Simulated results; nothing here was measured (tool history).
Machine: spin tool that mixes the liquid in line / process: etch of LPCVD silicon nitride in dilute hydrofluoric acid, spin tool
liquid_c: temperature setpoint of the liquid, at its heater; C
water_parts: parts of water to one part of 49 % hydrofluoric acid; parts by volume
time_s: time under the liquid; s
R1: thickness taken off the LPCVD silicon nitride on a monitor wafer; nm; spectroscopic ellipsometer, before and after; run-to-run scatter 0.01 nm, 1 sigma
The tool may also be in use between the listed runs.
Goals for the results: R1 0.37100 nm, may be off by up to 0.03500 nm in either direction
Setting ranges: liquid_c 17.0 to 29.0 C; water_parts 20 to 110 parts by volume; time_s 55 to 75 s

Run 1, hour 0.0: liquid_c 21.0 C, water_parts 60 parts by volume, time_s 75 s. Result: R1 0.53123 nm.
Run 2, hour 2.7: liquid_c 20.5 C, water_parts 60 parts by volume, time_s 75 s. Result: R1 0.51344 nm.
Run 3, hour 7.7: liquid_c 20.0 C, water_parts 60 parts by volume, time_s 75 s. Result: R1 0.49420 nm.
Run 4, hour 10.9: liquid_c 19.5 C, water_parts 60 parts by volume, time_s 75 s. Result: R1 0.48233 nm.
Run 5, hour 13.8: liquid_c 18.5 C, water_parts 65 parts by volume, time_s 75 s. Result: R1 0.43862 nm.
Run 6, hour 14.4: liquid_c 21.0 C, water_parts 65 parts by volume, time_s 75 s. Result: R1 0.49627 nm.
Run 7, hour 18.2: liquid_c 20.5 C, water_parts 65 parts by volume, time_s 75 s. Result: R1 0.46210 nm.
Run 8, hour 23.9: liquid_c 19.5 C, water_parts 70 parts by volume, time_s 75 s. Result: R1 0.40351 nm.

Which single option among these 4 for the next run brings every result within its allowed miss of target? Just one does.
Run A, hour 29.6: liquid_c 18.5 C, water_parts 60 parts by volume, time_s 75 s. Result: R1 ?.
Run B, hour 29.6: liquid_c 19.0 C, water_parts 65 parts by volume, time_s 75 s. Result: R1 ?.
Run C, hour 29.6: liquid_c 19.5 C, water_parts 55 parts by volume, time_s 55 s. Result: R1 ?.
Run D, hour 29.6: liquid_c 21.0 C, water_parts 55 parts by volume, time_s 60 s. Result: R1 ?.

move       R1
   A  0.44002
   B  0.42152
   C  0.37655
   D  0.45571
A: lands further from the targets than the last run did
B: lands further from the targets than the last run did
C: all results in spec
D: lands further from the targets than the last run did
The move that meets every target is C.
